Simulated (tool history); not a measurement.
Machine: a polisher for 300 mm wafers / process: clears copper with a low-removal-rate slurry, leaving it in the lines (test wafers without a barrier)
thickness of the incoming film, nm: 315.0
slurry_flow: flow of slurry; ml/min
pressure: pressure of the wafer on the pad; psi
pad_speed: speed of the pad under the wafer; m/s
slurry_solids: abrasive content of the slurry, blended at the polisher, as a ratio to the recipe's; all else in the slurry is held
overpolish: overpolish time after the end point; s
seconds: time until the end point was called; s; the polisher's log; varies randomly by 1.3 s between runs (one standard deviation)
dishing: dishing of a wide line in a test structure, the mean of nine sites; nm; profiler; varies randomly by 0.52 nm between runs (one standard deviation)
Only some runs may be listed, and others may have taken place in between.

run,hour,slurry_flow,pressure,pad_speed,slurry_solids,overpolish,seconds,dishing
1,0,220,3.1,1.14,1,18,107.97,32.78
2,5.9,220,2.9,1.14,1,17,115.68,29.99
3,14.4,220,2.8,1.14,1,16,118.49,28.242
4,19.8,220,2.8,1.14,1.2,16,113.81,28.464
5,22.7,255,2.8,1.14,1.2,16,112.73,31.093
6,31.3,255,2.8,1.34,1.2,16,96.198,31.803

Run 7, settings as shown, results not yet in. Your forecast:
7,34,255,2.8,1.34,1.2,16,?,?

{"run 7": {"seconds": 94.652, "dishing": 31.712}}

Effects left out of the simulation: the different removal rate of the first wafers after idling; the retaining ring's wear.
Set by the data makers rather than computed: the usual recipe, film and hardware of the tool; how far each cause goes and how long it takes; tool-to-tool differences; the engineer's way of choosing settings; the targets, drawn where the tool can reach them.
